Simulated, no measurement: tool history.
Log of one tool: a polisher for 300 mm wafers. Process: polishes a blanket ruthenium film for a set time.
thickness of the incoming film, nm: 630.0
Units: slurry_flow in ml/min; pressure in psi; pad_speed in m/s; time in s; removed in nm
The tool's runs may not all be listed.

run  hour  slurry_flow  pressure  pad_speed  time  removed
  1   0.0          145       2.0       1.16    51   59.885
  2   4.5          170       2.0       1.16    51   61.563
  3  12.6          160       1.8       1.14    51   54.134
  4  16.3          160       2.1       1.14    51   62.620
  5  24.3          150       1.9       1.12    51   55.072
  6  30.2          140       1.7       1.12    51   48.539
  7  37.2          130       1.6       1.12    51   45.493

Forecast run 8:
  8  45.7          125       1.5       1.12    51        ?

removed: 42.704 nm
